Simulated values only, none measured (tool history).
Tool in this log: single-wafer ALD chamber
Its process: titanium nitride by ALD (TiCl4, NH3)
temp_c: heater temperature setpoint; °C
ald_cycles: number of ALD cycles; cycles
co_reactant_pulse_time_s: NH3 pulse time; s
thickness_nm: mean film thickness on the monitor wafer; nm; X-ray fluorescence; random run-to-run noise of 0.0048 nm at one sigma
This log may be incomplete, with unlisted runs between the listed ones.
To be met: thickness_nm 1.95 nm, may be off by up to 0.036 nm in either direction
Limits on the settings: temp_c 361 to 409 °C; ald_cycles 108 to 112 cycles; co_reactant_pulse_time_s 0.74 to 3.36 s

run,hour,temp_c,ald_cycles,co_reactant_pulse_time_s,thickness_nm
1,0,385,108,2.05,2.3479
2,4.7,376,108,2.05,2.3294
3,6.9,386,108,2.05,2.3579
4,13.6,386,108,2.05,2.3565
5,15.9,386,108,2.05,2.3491
6,20.9,386,108,2.42,2.3825
7,24.8,379,108,1.94,2.3261
8,33.4,374,108,1.6,2.262
9,38.2,370,108,1.36,2.1728
10,45.7,367,108,1.18,2.0699
11,48.5,361,108,0.8,1.4632
12,50.7,373,109,0.8,1.6664

Below are 4 possible settings for the next run. Only one of them brings all results inside the allowed miss of their targets. Which is it?
A,52.9,368,108,1.4,?
B,52.9,377,108,0.91,?
C,52.9,373,111,0.98,?
D,52.9,368,108,0.92,?

move,thickness_nm
A,2.163
B,1.9356
C,2.0319
D,1.8481
A: takes the result that was furthest off past its target
B: meets every target
C: takes the result that was furthest off past its target
D: better than the last run, though not everything is in spec
Correct choice: B, which meets every target

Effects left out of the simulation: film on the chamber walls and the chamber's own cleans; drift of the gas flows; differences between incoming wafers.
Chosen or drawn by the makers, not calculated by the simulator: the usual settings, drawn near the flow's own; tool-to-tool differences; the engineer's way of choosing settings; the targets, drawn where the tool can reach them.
